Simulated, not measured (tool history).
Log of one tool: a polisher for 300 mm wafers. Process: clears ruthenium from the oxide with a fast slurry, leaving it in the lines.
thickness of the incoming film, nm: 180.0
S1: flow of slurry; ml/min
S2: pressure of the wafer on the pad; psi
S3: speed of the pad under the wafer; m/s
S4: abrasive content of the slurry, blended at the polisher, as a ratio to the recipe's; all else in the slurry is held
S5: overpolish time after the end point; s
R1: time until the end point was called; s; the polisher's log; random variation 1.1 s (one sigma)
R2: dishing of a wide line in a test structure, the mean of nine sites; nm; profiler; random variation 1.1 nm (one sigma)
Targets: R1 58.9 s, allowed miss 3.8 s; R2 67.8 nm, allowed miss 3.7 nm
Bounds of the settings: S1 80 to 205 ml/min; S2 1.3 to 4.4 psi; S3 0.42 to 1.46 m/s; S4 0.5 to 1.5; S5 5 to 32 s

run	hour	S1	S2	S3	S4	S5	R1	R2
1	0	135	2.8	0.94	1	16	39.819	56.316
2	5.7	135	2.6	0.94	1	18	41.643	58.308
3	10.2	135	2.4	0.92	1	20	46.369	60.516
4	13.8	135	2.4	0.92	1.15	20	43.974	63.404
5	20.3	135	2.3	0.92	1.15	21	44.796	64.876
6	22	135	2.2	0.92	1.15	22	47.998	63.956
7	29.6	135	2.1	0.92	1.15	23	47.924	65.227
8	35.3	135	2	0.92	1.15	24	49.322	64.104
9	40.3	135	1.9	0.9	1.15	25	51.793	64.949

Which of these 5 next moves meets every target?
A	45.3	125	2	0.9	1.3	24	?	?
B	45.3	125	1.5	1	1	25	?	?
C	45.3	135	1.7	0.78	1.05	28	?	?
D	45.3	120	2	0.78	1.1	29	?	?
E	45.3	140	1.5	1.06	1.2	22	?	?

move	R1	R2
A	49.05	66.745
B	59.414	58.726
C	67.815	57.779
D	60.563	65.546
E	51.274	59.718
A: further off than the last run
B: brings the result that was furthest off to its target, and leaves another outside
C: takes the result that was furthest off past its target
D: meets every target
E: further off than the last run
Move D is the one to make.
